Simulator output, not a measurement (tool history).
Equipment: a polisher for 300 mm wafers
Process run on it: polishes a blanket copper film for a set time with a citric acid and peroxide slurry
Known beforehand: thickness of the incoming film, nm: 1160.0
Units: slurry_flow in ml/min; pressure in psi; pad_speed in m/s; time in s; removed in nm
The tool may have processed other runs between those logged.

run	hour	slurry_flow	pressure	pad_speed	slurry_solids	time	removed
1	0.0	305	3.9	0.96	1.00	112	360.140
2	4.5	305	3.9	1.10	1.00	112	409.010
3	8.8	295	3.3	0.90	0.95	112	283.590
4	17.5	295	3.3	0.90	0.95	112	286.380
5	22.8	295	3.3	0.90	0.95	112	282.570
6	23.6	295	3.3	0.90	1.05	112	287.440
7	25.7	295	3.3	0.90	1.05	112	290.660
8	27.3	290	2.8	0.76	1.05	112	215.510
9	30.3	290	2.5	0.68	1.05	112	168.990
10	33.2	290	2.5	0.68	1.05	112	170.950
11	39.2	285	1.8	0.52	1.05	112	98.574
12	46.3	285	2.0	0.52	1.05	112	108.220

What does the tool deliver on the next run?
13	51.3	285	2.1	0.52	1.05	112	?

{"run 13": {"removed": 112.91}}

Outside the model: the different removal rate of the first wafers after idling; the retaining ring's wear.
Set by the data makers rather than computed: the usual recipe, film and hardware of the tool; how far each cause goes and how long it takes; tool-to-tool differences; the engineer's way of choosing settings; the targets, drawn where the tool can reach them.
